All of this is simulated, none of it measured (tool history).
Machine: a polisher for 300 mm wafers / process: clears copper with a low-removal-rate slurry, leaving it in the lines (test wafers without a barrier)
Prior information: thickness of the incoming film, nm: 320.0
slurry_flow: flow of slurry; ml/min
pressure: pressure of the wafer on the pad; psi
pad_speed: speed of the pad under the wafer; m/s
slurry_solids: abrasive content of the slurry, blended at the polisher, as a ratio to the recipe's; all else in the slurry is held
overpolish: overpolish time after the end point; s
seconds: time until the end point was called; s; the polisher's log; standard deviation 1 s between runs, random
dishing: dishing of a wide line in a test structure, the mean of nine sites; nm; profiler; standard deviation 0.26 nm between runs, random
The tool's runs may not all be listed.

run  hour  slurry_flow  pressure  pad_speed  slurry_solids  overpolish  seconds  dishing
  1     0          135       3.2       0.86              1          19   123.31   32.565
  2     1          135         4       0.86              1          19   103.02    37.23
  3   8.4          135       3.9       0.86              1          18   108.29   35.717
  4  10.1          135       3.8       0.86              1          17      107   33.679
  5    15          135       3.5       0.86              1          17   115.59   31.198
  6  22.5          135       3.5       0.86           0.85          17   120.84     30.6

The next listed run, before its measurement:
  7    28          135       3.5       0.86           0.85          16        ?        ?

seconds: 122.32 s
dishing: 28.476 nm
